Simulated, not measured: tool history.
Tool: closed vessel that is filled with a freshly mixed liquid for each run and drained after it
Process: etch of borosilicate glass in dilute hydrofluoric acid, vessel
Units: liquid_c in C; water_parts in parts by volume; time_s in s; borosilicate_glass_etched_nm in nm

run	hour	liquid_c	water_parts	time_s	borosilicate_glass_etched_nm
1	0.0	23.0	255	30	2.5541
2	7.6	25.0	240	30	2.9413
3	14.6	25.0	240	30	2.9411
4	18.0	25.0	195	30	3.8336
5	23.9	25.0	115	30	7.0656
6	30.2	23.0	115	30	6.5521
7	36.9	19.0	145	30	4.2924
8	42.3	19.5	145	30	4.3397
9	50.5	20.0	145	30	4.4499

The next listed run, before its measurement:
10	55.0	20.5	145	30	?

borosilicate_glass_etched_nm: 4.5418 nm

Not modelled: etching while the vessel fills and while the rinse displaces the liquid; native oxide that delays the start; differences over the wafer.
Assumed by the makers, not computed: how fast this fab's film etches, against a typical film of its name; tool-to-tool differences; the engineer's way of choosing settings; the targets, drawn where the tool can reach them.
